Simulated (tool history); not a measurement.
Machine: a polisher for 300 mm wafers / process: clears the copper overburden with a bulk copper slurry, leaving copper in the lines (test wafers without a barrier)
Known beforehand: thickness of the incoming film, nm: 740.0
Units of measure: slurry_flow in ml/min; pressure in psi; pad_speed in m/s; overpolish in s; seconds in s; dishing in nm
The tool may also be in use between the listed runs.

run	hour	slurry_flow	pressure	pad_speed	slurry_solids	overpolish	seconds	dishing
1	0	255	2.6	0.82	1	25	100.16	86.865
2	1.7	255	2.2	0.82	1	21	114.39	70.065
3	6.5	200	2.2	0.82	1	21	118.52	64.373
4	15	200	2.5	0.82	1	21	105.91	75.466
5	22.7	200	2.5	0.9	1	21	97.395	75.459
6	30.6	200	2.5	1	1	21	87.458	82.098
7	32.2	195	2.1	0.96	1	21	103.21	73.796
8	37	195	1.9	0.92	1	19	118.78	63.867

Run 9 is up next; what results do you expect?
9	39.3	195	1.7	0.9	1	18	?	?

seconds: 130.37 s
dishing: 55.621 nm
